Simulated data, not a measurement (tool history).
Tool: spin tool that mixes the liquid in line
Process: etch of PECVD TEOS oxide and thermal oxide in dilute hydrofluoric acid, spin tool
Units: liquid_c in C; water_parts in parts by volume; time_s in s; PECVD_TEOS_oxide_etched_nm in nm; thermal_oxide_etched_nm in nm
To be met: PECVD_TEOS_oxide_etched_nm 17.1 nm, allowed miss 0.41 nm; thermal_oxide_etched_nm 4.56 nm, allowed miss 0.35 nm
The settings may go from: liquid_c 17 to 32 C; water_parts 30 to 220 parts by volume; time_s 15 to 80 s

{"run": 1, "hour": 0.0, "liquid_c": 24, "water_parts": 125, "time_s": 40, "PECVD_TEOS_oxide_etched_nm": 5.388, "thermal_oxide_etched_nm": 1.3584}
{"run": 2, "hour": 2.3, "liquid_c": 26, "water_parts": 100, "time_s": 40, "PECVD_TEOS_oxide_etched_nm": 7.4598, "thermal_oxide_etched_nm": 1.9916}
{"run": 3, "hour": 7.4, "liquid_c": 27, "water_parts": 80, "time_s": 40, "PECVD_TEOS_oxide_etched_nm": 10.016, "thermal_oxide_etched_nm": 2.5933}
{"run": 4, "hour": 12.9, "liquid_c": 27, "water_parts": 40, "time_s": 40, "PECVD_TEOS_oxide_etched_nm": 20.913, "thermal_oxide_etched_nm": 5.5195}
{"run": 5, "hour": 20.4, "liquid_c": 27, "water_parts": 40, "time_s": 50, "PECVD_TEOS_oxide_etched_nm": 26.303, "thermal_oxide_etched_nm": 7.1407}
{"hour": 25.3, "done": "thermometer replaced"}
{"run": 6, "hour": 25.3, "liquid_c": 25, "water_parts": 40, "time_s": 50, "PECVD_TEOS_oxide_etched_nm": 26.021, "thermal_oxide_etched_nm": 6.8461}
{"run": 7, "hour": 29.5, "liquid_c": 25, "water_parts": 90, "time_s": 50, "PECVD_TEOS_oxide_etched_nm": 10.791, "thermal_oxide_etched_nm": 2.8097}
{"run": 8, "hour": 30.9, "liquid_c": 25.5, "water_parts": 80, "time_s": 50, "PECVD_TEOS_oxide_etched_nm": 12.531, "thermal_oxide_etched_nm": 3.2943}
{"run": 9, "hour": 36.8, "liquid_c": 26, "water_parts": 75, "time_s": 50, "PECVD_TEOS_oxide_etched_nm": 13.831, "thermal_oxide_etched_nm": 3.7001}
{"run": 10, "hour": 37.3, "liquid_c": 26, "water_parts": 70, "time_s": 50, "PECVD_TEOS_oxide_etched_nm": 14.805, "thermal_oxide_etched_nm": 4.0614}
{"run": 11, "hour": 43.7, "liquid_c": 25.5, "water_parts": 70, "time_s": 50, "PECVD_TEOS_oxide_etched_nm": 14.522, "thermal_oxide_etched_nm": 3.8306}
{"run": 12, "hour": 47.8, "liquid_c": 25.5, "water_parts": 65, "time_s": 50, "PECVD_TEOS_oxide_etched_nm": 15.85, "thermal_oxide_etched_nm": 4.1764}
{"run": 13, "hour": 51.6, "liquid_c": 26, "water_parts": 65, "time_s": 50, "PECVD_TEOS_oxide_etched_nm": 16.091, "thermal_oxide_etched_nm": 4.1624}
{"run": 14, "hour": 52.9, "liquid_c": 26, "water_parts": 60, "time_s": 50, "PECVD_TEOS_oxide_etched_nm": 17.603, "thermal_oxide_etched_nm": 4.7895}

Which of these 4 next moves meets every target?
{"run": "A", "hour": 54.2, "liquid_c": 25.5, "water_parts": 60, "time_s": 50, "PECVD_TEOS_oxide_etched_nm": "?", "thermal_oxide_etched_nm": "?"}
{"run": "B", "hour": 54.2, "liquid_c": 27.5, "water_parts": 60, "time_s": 50, "PECVD_TEOS_oxide_etched_nm": "?", "thermal_oxide_etched_nm": "?"}
{"run": "C", "hour": 54.2, "liquid_c": 26.5, "water_parts": 55, "time_s": 45, "PECVD_TEOS_oxide_etched_nm": "?", "thermal_oxide_etched_nm": "?"}
{"run": "D", "hour": 54.2, "liquid_c": 27.5, "water_parts": 55, "time_s": 45, "PECVD_TEOS_oxide_etched_nm": "?", "thermal_oxide_etched_nm": "?"}

move=A PECVD_TEOS_oxide_etched_nm=17.232 thermal_oxide_etched_nm=4.6674
move=B PECVD_TEOS_oxide_etched_nm=18.668 thermal_oxide_etched_nm=5.0562
move=C PECVD_TEOS_oxide_etched_nm=17.736 thermal_oxide_etched_nm=4.8037
move=D PECVD_TEOS_oxide_etched_nm=18.46 thermal_oxide_etched_nm=4.9998
A: meets every target
B: further off than the last run
C: further off than the last run
D: further off than the last run
Move A is the one to make.
